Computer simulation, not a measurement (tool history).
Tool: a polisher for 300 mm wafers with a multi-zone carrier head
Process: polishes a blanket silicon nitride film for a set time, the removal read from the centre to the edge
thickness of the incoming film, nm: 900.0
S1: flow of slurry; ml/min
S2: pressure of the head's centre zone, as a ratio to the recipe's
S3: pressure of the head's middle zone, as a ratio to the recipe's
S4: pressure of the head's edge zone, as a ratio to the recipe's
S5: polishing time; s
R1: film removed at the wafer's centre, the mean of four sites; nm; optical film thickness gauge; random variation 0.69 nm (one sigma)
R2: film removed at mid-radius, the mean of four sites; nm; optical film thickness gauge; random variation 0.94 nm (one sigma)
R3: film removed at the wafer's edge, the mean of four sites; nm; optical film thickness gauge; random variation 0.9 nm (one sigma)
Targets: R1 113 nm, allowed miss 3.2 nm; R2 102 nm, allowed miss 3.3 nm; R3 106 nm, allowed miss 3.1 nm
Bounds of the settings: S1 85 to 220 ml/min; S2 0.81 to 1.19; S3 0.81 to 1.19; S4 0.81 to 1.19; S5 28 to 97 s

run    day   S1    S2    S3    S4  S5      R1      R2      R3
  1      0  140     1     1     1  62   90.68   92.39  84.451
  2  0.054  150  1.01  0.99  1.04  63  95.778  94.532  87.775
  3  0.383  150  1.01  0.96  1.04  63   95.34   92.94  87.281
  4  0.646  150  1.01  0.96  1.04  53  79.972  76.653   74.11
  5  0.862  150  1.01  0.95  1.07  57  85.824  83.737  81.103
  6  0.946  150  1.02  0.93   1.1  60  91.954  85.767  86.533
  7  1.125  155  1.02  0.93  1.12  62   95.28  89.692  90.286
  8  1.371  160  1.02  0.92  1.14  63  97.239  90.768  93.659
  9  1.588  200  1.06  0.94  1.19  66  110.97  101.02  102.38
 10  1.721  200  1.06  0.93  1.19  66  110.71  99.225  102.36

4 next moves are on the table. One of them brings every result within its allowed miss. Which?
  A  1.854  185  1.09  0.95  1.13  67   ?   ?   ?
  B  1.854  220  1.12  0.96  1.15  65   ?   ?   ?
  C  1.854  160  1.04  0.96  1.19  68   ?   ?   ?
  D  1.854  185  1.03  0.89  1.12  71   ?   ?   ?

move      R1      R2      R3
   A  114.03  103.37  102.43
   B  117.01  103.78  102.15
   C  107.26  103.17  104.67
   D  114.09  103.78  108.16
A: as far off as the last run
B: further off than the last run
C: brings the result that was furthest off to its target, and leaves another outside
D: meets every target
Move D is the one to make.
